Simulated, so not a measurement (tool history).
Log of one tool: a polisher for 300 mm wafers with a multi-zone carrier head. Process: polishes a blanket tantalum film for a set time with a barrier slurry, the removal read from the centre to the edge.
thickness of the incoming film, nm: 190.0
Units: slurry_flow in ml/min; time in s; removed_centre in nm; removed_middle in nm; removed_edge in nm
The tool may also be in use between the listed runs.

run 1 hour=0.0 | slurry_flow=260 centre_zone=1.00 middle_zone=1.00 edge_zone=1.00 slurry_solids=1.00 time=46 | removed_centre=64.217 removed_middle=64.871 removed_edge=62.156
run 2 hour=0.8 | slurry_flow=260 centre_zone=1.00 middle_zone=1.00 edge_zone=1.04 slurry_solids=1.00 time=46 | removed_centre=64.405 removed_middle=64.620 removed_edge=63.640
run 3 hour=8.5 | slurry_flow=260 centre_zone=1.00 middle_zone=0.92 edge_zone=1.04 slurry_solids=1.00 time=46 | removed_centre=63.589 removed_middle=59.948 removed_edge=63.492
run 4 hour=13.7 | slurry_flow=260 centre_zone=1.00 middle_zone=0.92 edge_zone=1.04 slurry_solids=1.10 time=46 | removed_centre=66.424 removed_middle=62.536 removed_edge=64.591
run 5 hour=21.1 | slurry_flow=270 centre_zone=1.02 middle_zone=0.96 edge_zone=1.00 slurry_solids=1.00 time=44 | removed_centre=62.331 removed_middle=60.931 removed_edge=59.358
run 6 hour=27.4 | slurry_flow=280 centre_zone=1.04 middle_zone=0.96 edge_zone=0.97 slurry_solids=0.90 time=43 | removed_centre=61.859 removed_middle=57.481 removed_edge=55.203
run 7 hour=29.4 | slurry_flow=285 centre_zone=1.04 middle_zone=0.97 edge_zone=0.94 slurry_solids=0.85 time=42 | removed_centre=58.400 removed_middle=55.463 removed_edge=52.720
run 8 hour=30.4 | slurry_flow=290 centre_zone=1.05 middle_zone=0.99 edge_zone=0.92 slurry_solids=0.80 time=41 | removed_centre=57.001 removed_middle=54.550 removed_edge=50.201

Forecast run 9:
run 9 hour=39.0 | slurry_flow=290 centre_zone=1.05 middle_zone=1.00 edge_zone=0.90 slurry_solids=0.75 time=41 | removed_centre=? removed_middle=? removed_edge=?

Run 9 gave removed_centre 55.985 nm, removed_middle 54.201 nm, removed_edge 48.278 nm.

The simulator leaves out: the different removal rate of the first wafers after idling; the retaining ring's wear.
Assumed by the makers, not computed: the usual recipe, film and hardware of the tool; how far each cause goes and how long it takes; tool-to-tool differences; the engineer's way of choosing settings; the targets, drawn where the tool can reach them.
